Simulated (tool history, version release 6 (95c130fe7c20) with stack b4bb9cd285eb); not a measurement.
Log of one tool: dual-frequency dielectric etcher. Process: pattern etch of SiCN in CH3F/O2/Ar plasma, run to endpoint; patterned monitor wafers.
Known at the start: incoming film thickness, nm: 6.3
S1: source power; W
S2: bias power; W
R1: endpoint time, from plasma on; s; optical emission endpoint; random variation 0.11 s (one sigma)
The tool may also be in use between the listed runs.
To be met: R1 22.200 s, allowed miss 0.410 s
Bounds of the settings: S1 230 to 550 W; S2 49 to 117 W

run	hour	S1	S2	R1
1	0.0	390	83	15.875
2	7.5	390	89	15.822
3	13.9	360	81	16.839
4	15.3	410	81	15.640
5	22.3	370	75	16.707
6	30.9	340	70	18.065
7	39.2	320	68	18.690
8	41.9	300	66	19.753
9	42.5	290	66	20.199
10	50.9	280	66	20.652
11	51.8	270	66	21.305

Which of these 5 next moves meets every target?
A	52.7	260	60	?
B	52.7	290	66	?
C	52.7	280	70	?
D	52.7	270	77	?
E	52.7	300	66	?

move	R1
A	22.491
B	20.345
C	20.618
D	20.758
E	19.868
A: meets every target
B: further off than the last run
C: further off than the last run
D: further off than the last run
E: further off than the last run
Answer: A
